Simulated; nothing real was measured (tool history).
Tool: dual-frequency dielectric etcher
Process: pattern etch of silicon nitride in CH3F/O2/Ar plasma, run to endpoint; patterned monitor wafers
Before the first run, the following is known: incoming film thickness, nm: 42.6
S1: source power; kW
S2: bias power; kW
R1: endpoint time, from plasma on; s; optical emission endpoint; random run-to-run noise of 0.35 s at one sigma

run  hour     S1     S2      R1
  1   0.0  0.440  0.084  56.518
  2   4.5  0.480  0.091  52.579
  3  12.1  0.510  0.095  49.553
  4  13.9  0.510  0.084  52.155
  5  19.8  0.510  0.075  53.765
  6  20.5  0.540  0.081  50.872

Forecast run 7:
     29.4  -- bias power generator calibrated
  7  29.4  0.560  0.085   ?

{"run 7": {"R1": 49.232}}
